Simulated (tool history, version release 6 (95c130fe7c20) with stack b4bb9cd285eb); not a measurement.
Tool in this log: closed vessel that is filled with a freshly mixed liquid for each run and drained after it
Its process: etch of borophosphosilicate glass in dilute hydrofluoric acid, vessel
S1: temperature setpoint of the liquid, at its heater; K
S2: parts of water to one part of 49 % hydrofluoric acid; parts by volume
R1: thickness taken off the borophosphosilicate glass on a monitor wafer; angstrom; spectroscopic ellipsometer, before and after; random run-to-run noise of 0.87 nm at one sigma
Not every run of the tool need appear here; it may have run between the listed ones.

Run 1, hour 0.0: S1 298.15 K, S2 55 parts by volume, time in the liquid (s) 90. Result: R1 854.23 angstrom.
Run 2, hour 6.3: S1 299.65 K, S2 55 parts by volume, time in the liquid (s) 90. Result: R1 914.18 angstrom.
Run 3, hour 14.5: S1 299.65 K, S2 55 parts by volume, time in the liquid (s) 100. Result: R1 1014.80 angstrom.
Run 4, hour 23.3: S1 303.15 K, S2 55 parts by volume, time in the liquid (s) 100. Result: R1 1147.50 angstrom.
Run 5, hour 25.6: S1 303.15 K, S2 55 parts by volume, time in the liquid (s) 100. Result: R1 1153.30 angstrom.
Run 6, hour 27.2: S1 303.15 K, S2 40 parts by volume, time in the liquid (s) 100. Result: R1 1630.60 angstrom.
Run 7, hour 32.7: S1 301.15 K, S2 40 parts by volume, time in the liquid (s) 100. Result: R1 1509.20 angstrom.
Run 8, hour 37.8: S1 299.65 K, S2 40 parts by volume, time in the liquid (s) 100. Result: R1 1424.30 angstrom.
Run 9, hour 45.7: S1 298.65 K, S2 40 parts by volume, time in the liquid (s) 100. Result: R1 1366.70 angstrom.
Run 10, hour 47.7: S1 298.15 K, S2 40 parts by volume, time in the liquid (s) 100. Result: R1 1335.60 angstrom.
Run 11, hour 49.8: S1 297.65 K, S2 40 parts by volume, time in the liquid (s) 100. Result: R1 1315.60 angstrom.

Predict the results of run 12:
Run 12, hour 57.3: S1 297.15 K, S2 40 parts by volume, time in the liquid (s) 100. Result: R1 ?.

Run 12 measured R1 1285.00 angstrom.

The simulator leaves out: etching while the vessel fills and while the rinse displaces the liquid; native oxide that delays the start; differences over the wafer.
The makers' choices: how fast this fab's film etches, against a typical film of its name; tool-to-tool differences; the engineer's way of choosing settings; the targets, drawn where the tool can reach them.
